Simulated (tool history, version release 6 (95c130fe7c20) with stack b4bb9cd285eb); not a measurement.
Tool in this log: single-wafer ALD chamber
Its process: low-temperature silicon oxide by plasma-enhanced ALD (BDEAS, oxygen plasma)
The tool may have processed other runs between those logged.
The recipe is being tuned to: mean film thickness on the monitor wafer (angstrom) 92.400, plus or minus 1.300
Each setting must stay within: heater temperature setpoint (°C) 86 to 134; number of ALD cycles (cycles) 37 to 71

run	hour	heater temperature setpoint (°C)	number of ALD cycles (cycles)	mean film thickness on the monitor wafer (angstrom)
1	0.0	110	54	76.216
2	4.7	121	54	75.049
3	11.3	119	57	79.454
4	12.5	118	59	82.166
5	18.2	125	59	81.446
6	24.9	125	63	86.916
7	29.4	123	64	88.527
# hour 31.3: thermocouple changed; heater temperature recalibrated
8	31.3	122	65	89.159
9	32.0	122	66	90.752

4 candidate next runs follow, results not yet known. Just one meets every target within its allowed miss. Identify it.
A	32.7	123	64	?
B	32.7	123	70	?
C	32.7	129	66	?
D	32.7	121	67	?

move	mean film thickness on the monitor wafer (angstrom)
A	88.268
B	96.543
C	90.124
D	92.711
A: further off than the last run
B: pushes the last run's worst result past its target
C: further off than the last run
D: meets every target
D meets every target.
